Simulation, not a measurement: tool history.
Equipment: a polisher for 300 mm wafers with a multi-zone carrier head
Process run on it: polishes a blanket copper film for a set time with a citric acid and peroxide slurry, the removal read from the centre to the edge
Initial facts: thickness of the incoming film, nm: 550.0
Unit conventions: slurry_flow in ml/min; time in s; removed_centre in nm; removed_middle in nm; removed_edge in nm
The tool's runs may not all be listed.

run  hour  slurry_flow  centre_zone  middle_zone  edge_zone  slurry_solids  time  removed_centre  removed_middle  removed_edge
  1   0.0          300         1.00         1.00       1.00           1.00    50         113.000          116.27        112.52
  2   4.6          305         1.01         1.03       1.02           1.05    50         114.460          121.86        116.56
  3  12.4          305         0.96         1.03       1.02           1.05    50         109.160          120.99        115.26
  4  15.0          305         0.96         1.03       0.94           1.05    50         111.320          121.70        113.49
  5  17.3          310         0.98         1.05       0.95           1.10    50         113.130          124.95        114.93
  6  25.1          310         0.98         1.05       0.95           1.10    44          97.959          111.24        100.52

Estimate the outcome of run 7 from the log above:
  7  30.4          315         1.01         1.06       0.96           1.15    45               ?               ?             ?

Run 7 came out at removed_centre 108.810 nm, removed_middle 114.78 nm, removed_edge 104.47 nm.
